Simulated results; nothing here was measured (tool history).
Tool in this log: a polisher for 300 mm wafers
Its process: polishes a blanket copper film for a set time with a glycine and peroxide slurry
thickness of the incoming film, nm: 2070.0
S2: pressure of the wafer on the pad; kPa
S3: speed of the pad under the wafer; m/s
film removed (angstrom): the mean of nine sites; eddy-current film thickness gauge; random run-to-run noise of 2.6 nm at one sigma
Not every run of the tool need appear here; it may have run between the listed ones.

run 1 hour=0.0 | flow_of_slurry_(ml/min)=285 S2=13.1 S3=1.26 polishing_time_(s)=89 | film_removed_(angstrom)=3504.9
run 2 hour=7.1 | flow_of_slurry_(ml/min)=285 S2=11.7 S3=1.26 polishing_time_(s)=89 | film_removed_(angstrom)=3199.7
run 3 hour=15.4 | flow_of_slurry_(ml/min)=355 S2=11.7 S3=1.26 polishing_time_(s)=89 | film_removed_(angstrom)=3312.7
run 4 hour=22.8 | flow_of_slurry_(ml/min)=355 S2=11.7 S3=1.26 polishing_time_(s)=94 | film_removed_(angstrom)=3507.7
run 5 hour=31.5 | flow_of_slurry_(ml/min)=355 S2=11.0 S3=1.26 polishing_time_(s)=94 | film_removed_(angstrom)=3336.6
run 6 hour=34.9 | flow_of_slurry_(ml/min)=355 S2=10.3 S3=1.26 polishing_time_(s)=94 | film_removed_(angstrom)=3223.0
run 7 hour=40.7 | flow_of_slurry_(ml/min)=355 S2=9.7 S3=1.26 polishing_time_(s)=94 | film_removed_(angstrom)=3056.3

Run 8 is up next; what results do you expect?
run 8 hour=43.2 | flow_of_slurry_(ml/min)=350 S2=8.3 S3=1.26 polishing_time_(s)=94 | film_removed_(angstrom)=?

{"run 8": {"film removed (angstrom)": 2654.4}}

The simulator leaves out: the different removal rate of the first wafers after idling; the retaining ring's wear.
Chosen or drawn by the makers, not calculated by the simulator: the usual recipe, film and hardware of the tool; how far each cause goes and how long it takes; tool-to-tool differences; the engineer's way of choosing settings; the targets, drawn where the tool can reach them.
